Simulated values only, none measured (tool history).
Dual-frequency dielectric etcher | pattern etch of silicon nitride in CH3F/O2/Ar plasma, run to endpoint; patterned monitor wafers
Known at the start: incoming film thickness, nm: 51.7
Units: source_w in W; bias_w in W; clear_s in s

| run | hour | source_w | bias_w | clear_s |
|---|---|---|---|---|
| 1 | 0.0 | 340 | 76 | 83.512 |
| 2 | 1.6 | 310 | 76 | 87.109 |
| 3 | 7.7 | 300 | 76 | 89.490 |
| 4 | 14.8 | 340 | 76 | 83.207 |
| 5 | 17.6 | 330 | 76 | 85.235 |
| 6 | 21.6 | 380 | 76 | 78.919 |
| 7 | 22.3 | 380 | 76 | 78.741 |

Forecast run 8:
| 8 | 23.1 | 360 | 76 | ? |

Run 8 gave clear_s 81.724 s.
